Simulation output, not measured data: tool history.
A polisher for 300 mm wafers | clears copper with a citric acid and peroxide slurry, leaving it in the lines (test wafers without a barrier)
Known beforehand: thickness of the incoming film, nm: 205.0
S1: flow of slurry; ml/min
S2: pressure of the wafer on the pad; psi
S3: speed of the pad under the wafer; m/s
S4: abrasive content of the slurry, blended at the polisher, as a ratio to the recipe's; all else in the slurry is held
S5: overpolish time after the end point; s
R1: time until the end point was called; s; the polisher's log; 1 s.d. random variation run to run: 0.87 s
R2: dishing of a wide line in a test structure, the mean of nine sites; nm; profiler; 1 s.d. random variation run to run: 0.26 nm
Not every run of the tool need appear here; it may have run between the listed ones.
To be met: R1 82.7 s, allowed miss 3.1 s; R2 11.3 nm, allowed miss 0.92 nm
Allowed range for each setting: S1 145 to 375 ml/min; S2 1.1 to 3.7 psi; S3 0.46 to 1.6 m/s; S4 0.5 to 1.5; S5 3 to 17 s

Run 1, hour 0: S1 240 ml/min, S2 2.4 psi, S3 1.02 m/s, S4 1, S5 9 s. Result: R1 105.11 s, R2 13.23 nm.
Run 2, hour 0.7: S1 240 ml/min, S2 2.4 psi, S3 1.02 m/s, S4 1, S5 11 s. Result: R1 104.53 s, R2 15.532 nm.
Run 3, hour 4.1: S1 240 ml/min, S2 2.5 psi, S3 1.02 m/s, S4 1, S5 9 s. Result: R1 100.64 s, R2 13.09 nm.
Run 4, hour 7.1: S1 240 ml/min, S2 2.5 psi, S3 1.02 m/s, S4 1, S5 5 s. Result: R1 102.89 s, R2 8.0131 nm.
Run 5, hour 10.3: S1 240 ml/min, S2 2.5 psi, S3 1.02 m/s, S4 1, S5 3 s. Result: R1 104.23 s, R2 4.3641 nm.
Run 6, hour 14.4: S1 240 ml/min, S2 2.5 psi, S3 0.92 m/s, S4 1, S5 3 s. Result: R1 111.01 s, R2 4.1903 nm.
Run 7, hour 17.2: S1 230 ml/min, S2 2.7 psi, S3 0.94 m/s, S4 0.95, S5 4 s. Result: R1 104.01 s, R2 6.0902 nm.
Run 8, hour 24.5: S1 230 ml/min, S2 2.9 psi, S3 0.94 m/s, S4 0.9, S5 4 s. Result: R1 98.104 s, R2 6.2892 nm.
Run 9, hour 31.2: S1 225 ml/min, S2 3 psi, S3 0.94 m/s, S4 0.9, S5 5 s. Result: R1 94.815 s, R2 8.1442 nm.
Run 10, hour 36.8: S1 225 ml/min, S2 3.1 psi, S3 0.94 m/s, S4 0.9, S5 5 s. Result: R1 92.109 s, R2 8.8376 nm.
Run 11, hour 43.9: S1 230 ml/min, S2 3.2 psi, S3 0.94 m/s, S4 0.9, S5 5 s. Result: R1 87.028 s, R2 8.7453 nm.

Of the 5 settings listed for the next run, only one would bring every result within its allowed miss of target. Which one?
Run A, hour 51: S1 210 ml/min, S2 3.3 psi, S3 1.02 m/s, S4 0.8, S5 7 s. Result: R1 ?, R2 ?.
Run B, hour 51: S1 255 ml/min, S2 2.9 psi, S3 1.06 m/s, S4 0.75, S5 8 s. Result: R1 ?, R2 ?.
Run C, hour 51: S1 195 ml/min, S2 3.7 psi, S3 0.88 m/s, S4 0.85, S5 6 s. Result: R1 ?, R2 ?.
Run D, hour 51: S1 220 ml/min, S2 3.4 psi, S3 0.88 m/s, S4 0.85, S5 6 s. Result: R1 ?, R2 ?.
Run E, hour 51: S1 175 ml/min, S2 3.6 psi, S3 1.02 m/s, S4 0.6, S5 5 s. Result: R1 ?, R2 ?.

move      R1      R2
   A  82.346  12.983
   B  89.285  13.637
   C  83.441  11.048
   D  89.127  10.351
   E  81.718  9.4326
A: takes the biggest miss from the last run beyond its target
B: takes the biggest miss from the last run beyond its target
C: meets every target
D: moves toward the targets from the last run without getting all of them in spec
E: moves toward the targets from the last run without getting all of them in spec
The right move is C.
